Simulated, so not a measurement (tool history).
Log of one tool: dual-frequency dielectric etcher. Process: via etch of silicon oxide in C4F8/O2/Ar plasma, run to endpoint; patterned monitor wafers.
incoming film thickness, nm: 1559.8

Run 1, hour 0: source power (kW) 2.55, bias power (kW) 2.215. Result: endpoint time (s) 236.69.
Run 2, hour 2.1: source power (kW) 2.72, bias power (kW) 2.215. Result: endpoint time (s) 232.64.
Run 3, hour 3.6: source power (kW) 3, bias power (kW) 2.215. Result: endpoint time (s) 223.35.
Run 4, hour 10.7: source power (kW) 2.86, bias power (kW) 2.168. Result: endpoint time (s) 229.11.
Run 5, hour 17.9: source power (kW) 2.74, bias power (kW) 2.127. Result: endpoint time (s) 232.49.
Run 6, hour 26.4: source power (kW) 2.62, bias power (kW) 2.082. Result: endpoint time (s) 237.61.
Run 7, hour 30.6: source power (kW) 2.52, bias power (kW) 2.044. Result: endpoint time (s) 245.8.
Run 8, hour 33.7: source power (kW) 2.46, bias power (kW) 2.029. Result: endpoint time (s) 245.19.
Run 9, hour 41.9: source power (kW) 2.39, bias power (kW) 2.004. Result: endpoint time (s) 250.99.
Run 10, hour 50.1: source power (kW) 2.34, bias power (kW) 1.991. Result: endpoint time (s) 252.68.

Estimate the outcome of run 11 from the log above:
Run 11, hour 51.9: source power (kW) 2.3, bias power (kW) 1.979. Result: endpoint time (s) ?.

{"run 11": {"endpoint time (s)": 254.46}}

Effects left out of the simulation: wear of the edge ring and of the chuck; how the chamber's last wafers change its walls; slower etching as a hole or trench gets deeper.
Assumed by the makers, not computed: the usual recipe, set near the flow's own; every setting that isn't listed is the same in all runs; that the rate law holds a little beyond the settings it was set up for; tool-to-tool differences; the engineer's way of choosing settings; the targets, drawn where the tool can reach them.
